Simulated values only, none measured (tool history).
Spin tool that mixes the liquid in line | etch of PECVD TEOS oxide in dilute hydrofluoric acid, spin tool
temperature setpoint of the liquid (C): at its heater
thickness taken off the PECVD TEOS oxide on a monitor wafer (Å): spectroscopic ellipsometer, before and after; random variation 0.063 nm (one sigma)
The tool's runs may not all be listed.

run	hour	temperature setpoint of the liquid (C)	parts of water to one part of 49 % hydrofluoric acid (parts by volume)	time under the liquid (s)	thickness taken off the PECVD TEOS oxide on a monitor wafer (Å)
1	0	24	265	50	43.423
2	4.6	20.5	265	50	37.862
3	9.3	23.5	230	50	50.982
4	10.1	25.5	205	50	62.744
5	18	25.5	295	50	39.399
6	19	28.5	295	50	44.246
7	26.8	29.5	255	50	54.699
8	29.7	30	220	50	67.953
9	36.8	30.5	195	50	79.552
10	38.5	31	180	50	89.148
11	46.2	31	170	50	95.55
12	49.5	31	165	50	98.653

Forecast run 13:
13	58.5	31	160	50	?

thickness taken off the PECVD TEOS oxide on a monitor wafer (Å): 102.28
